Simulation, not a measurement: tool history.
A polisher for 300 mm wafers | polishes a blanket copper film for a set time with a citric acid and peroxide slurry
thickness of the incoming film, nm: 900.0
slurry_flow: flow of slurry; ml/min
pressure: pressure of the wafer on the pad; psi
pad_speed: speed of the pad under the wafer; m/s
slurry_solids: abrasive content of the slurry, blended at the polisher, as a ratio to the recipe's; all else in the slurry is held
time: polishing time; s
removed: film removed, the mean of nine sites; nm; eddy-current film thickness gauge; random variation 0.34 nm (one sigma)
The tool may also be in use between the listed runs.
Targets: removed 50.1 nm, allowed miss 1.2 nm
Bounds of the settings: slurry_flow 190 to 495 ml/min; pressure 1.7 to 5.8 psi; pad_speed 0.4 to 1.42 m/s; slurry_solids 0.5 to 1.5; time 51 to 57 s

Run 1, hour 0: slurry_flow 320 ml/min, pressure 3.7 psi, pad_speed 0.9 m/s, slurry_solids 1, time 57 s. Result: removed 115.9 nm.
Run 2, hour 0.6: slurry_flow 320 ml/min, pressure 3.4 psi, pad_speed 0.86 m/s, slurry_solids 1, time 57 s. Result: removed 102.08 nm.
Run 3, hour 4.1: slurry_flow 350 ml/min, pressure 3.4 psi, pad_speed 0.86 m/s, slurry_solids 1, time 57 s. Result: removed 103.31 nm.
Run 4, hour 6: slurry_flow 430 ml/min, pressure 3.4 psi, pad_speed 0.86 m/s, slurry_solids 1, time 57 s. Result: removed 103.88 nm.
Run 5, hour 15: slurry_flow 430 ml/min, pressure 4.2 psi, pad_speed 0.86 m/s, slurry_solids 1, time 57 s. Result: removed 128.65 nm.
Run 6, hour 23.1: slurry_flow 430 ml/min, pressure 3.4 psi, pad_speed 0.86 m/s, slurry_solids 1, time 57 s. Result: removed 105.76 nm.
Run 7, hour 26.2: slurry_flow 425 ml/min, pressure 3.1 psi, pad_speed 0.82 m/s, slurry_solids 1, time 57 s. Result: removed 92.665 nm.
Run 8, hour 29: slurry_flow 400 ml/min, pressure 2.1 psi, pad_speed 0.58 m/s, slurry_solids 1, time 57 s. Result: removed 48.204 nm.

4 next moves are on the table. One of them brings every result within its allowed miss. Which?
Run A, hour 31.8: slurry_flow 390 ml/min, pressure 2.1 psi, pad_speed 0.58 m/s, slurry_solids 1.15, time 57 s. Result: removed ?.
Run B, hour 31.8: slurry_flow 395 ml/min, pressure 2.1 psi, pad_speed 0.6 m/s, slurry_solids 1, time 55 s. Result: removed ?.
Run C, hour 31.8: slurry_flow 350 ml/min, pressure 2.1 psi, pad_speed 0.64 m/s, slurry_solids 1.1, time 57 s. Result: removed ?.
Run D, hour 31.8: slurry_flow 450 ml/min, pressure 2.5 psi, pad_speed 0.52 m/s, slurry_solids 0.85, time 55 s. Result: removed ?.

move  removed
   A   49.995
   B   48.227
   C   53.798
   D   47.111
A: meets every target
B: as far off as the last run
C: takes the result that was furthest off past its target
D: further off than the last run
Answer: A
